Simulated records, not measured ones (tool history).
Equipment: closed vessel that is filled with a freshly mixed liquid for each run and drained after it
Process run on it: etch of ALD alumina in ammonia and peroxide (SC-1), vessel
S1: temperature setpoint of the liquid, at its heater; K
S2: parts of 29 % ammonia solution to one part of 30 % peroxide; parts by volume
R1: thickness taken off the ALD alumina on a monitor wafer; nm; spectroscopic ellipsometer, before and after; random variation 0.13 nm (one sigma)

{"run": 1, "day": 0.0, "S1": 333.15, "S2": 0.65, "time in the liquid (s)": 245, "R1": 24.004}
{"run": 2, "day": 0.329, "S1": 333.65, "S2": 0.65, "time in the liquid (s)": 245, "R1": 24.843}
{"run": 3, "day": 0.633, "S1": 333.65, "S2": 0.75, "time in the liquid (s)": 245, "R1": 25.035}
{"run": 4, "day": 0.929, "S1": 333.65, "S2": 0.75, "time in the liquid (s)": 245, "R1": 24.954}
{"day": 1.221, "done": "new drum of ammonia solution connected"}
{"run": 5, "day": 1.221, "S1": 333.65, "S2": 0.65, "time in the liquid (s)": 245, "R1": 24.93}
{"run": 6, "day": 1.429, "S1": 334.15, "S2": 0.65, "time in the liquid (s)": 245, "R1": 25.565}
{"run": 7, "day": 1.492, "S1": 334.65, "S2": 0.65, "time in the liquid (s)": 245, "R1": 26.127}

What does the tool deliver on the next run?
{"run": 8, "day": 1.725, "S1": 335.15, "S2": 0.65, "time in the liquid (s)": 245, "R1": "?"}

R1: 27.052 nm

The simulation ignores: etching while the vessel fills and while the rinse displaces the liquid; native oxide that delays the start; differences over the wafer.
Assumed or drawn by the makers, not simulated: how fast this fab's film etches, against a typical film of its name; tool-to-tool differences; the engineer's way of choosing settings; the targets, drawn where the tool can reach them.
